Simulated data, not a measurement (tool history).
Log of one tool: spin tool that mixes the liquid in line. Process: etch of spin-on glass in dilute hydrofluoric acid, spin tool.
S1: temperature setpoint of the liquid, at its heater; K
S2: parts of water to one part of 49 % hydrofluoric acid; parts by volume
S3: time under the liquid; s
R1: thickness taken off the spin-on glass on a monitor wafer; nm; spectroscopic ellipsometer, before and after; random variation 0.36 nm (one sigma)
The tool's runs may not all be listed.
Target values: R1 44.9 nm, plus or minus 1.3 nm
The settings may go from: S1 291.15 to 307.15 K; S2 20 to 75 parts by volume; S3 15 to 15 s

{"run": 1, "hour": 0.0, "S1": 299.15, "S2": 45, "S3": 15, "R1": 22.854}
{"run": 2, "hour": 6.8, "S1": 301.15, "S2": 40, "S3": 15, "R1": 27.706}
{"run": 3, "hour": 13.9, "S1": 298.65, "S2": 40, "S3": 15, "R1": 25.061}
{"run": 4, "hour": 22.4, "S1": 300.65, "S2": 35, "S3": 15, "R1": 31.559}
{"run": 5, "hour": 28.4, "S1": 302.15, "S2": 35, "S3": 15, "R1": 33.004}
{"run": 6, "hour": 31.2, "S1": 300.15, "S2": 35, "S3": 15, "R1": 30.808}
{"run": 7, "hour": 33.4, "S1": 300.15, "S2": 35, "S3": 15, "R1": 30.595}
{"run": 8, "hour": 40.9, "S1": 302.15, "S2": 35, "S3": 15, "R1": 33.002}
{"run": 9, "hour": 41.4, "S1": 303.65, "S2": 35, "S3": 15, "R1": 35.009}
{"run": 10, "hour": 48.8, "S1": 304.65, "S2": 35, "S3": 15, "R1": 36.533}
{"run": 11, "hour": 52.9, "S1": 305.15, "S2": 35, "S3": 15, "R1": 37.01}
{"run": 12, "hour": 55.6, "S1": 305.65, "S2": 35, "S3": 15, "R1": 38.085}
{"run": 13, "hour": 58.5, "S1": 306.15, "S2": 35, "S3": 15, "R1": 39.046}
{"run": 14, "hour": 60.1, "S1": 306.15, "S2": 35, "S3": 15, "R1": 39.216}
{"run": 15, "hour": 66.5, "S1": 306.65, "S2": 35, "S3": 15, "R1": 40.044}
{"run": 16, "hour": 70.8, "S1": 307.15, "S2": 35, "S3": 15, "R1": 40.235}
{"run": 17, "hour": 79.3, "S1": 307.15, "S2": 30, "S3": 15, "R1": 47.903}
{"run": 18, "hour": 80.9, "S1": 306.65, "S2": 30, "S3": 15, "R1": 46.598}

Which single option among these 4 for the next run brings every result within its allowed miss of target? Just one does.
{"run": "A", "hour": 82.5, "S1": 302.15, "S2": 25, "S3": 15, "R1": "?"}
{"run": "B", "hour": 82.5, "S1": 304.65, "S2": 25, "S3": 15, "R1": "?"}
{"run": "C", "hour": 82.5, "S1": 307.15, "S2": 30, "S3": 15, "R1": "?"}
{"run": "D", "hour": 82.5, "S1": 305.65, "S2": 30, "S3": 15, "R1": "?"}

move=A R1=47.281
move=B R1=52.276
move=C R1=47.655
move=D R1=44.942
A: its largest miss is bigger than the last run's
B: its largest miss is bigger than the last run's
C: its largest miss is bigger than the last run's
D: all results land within tolerance of their targets
The move that meets every target is D.

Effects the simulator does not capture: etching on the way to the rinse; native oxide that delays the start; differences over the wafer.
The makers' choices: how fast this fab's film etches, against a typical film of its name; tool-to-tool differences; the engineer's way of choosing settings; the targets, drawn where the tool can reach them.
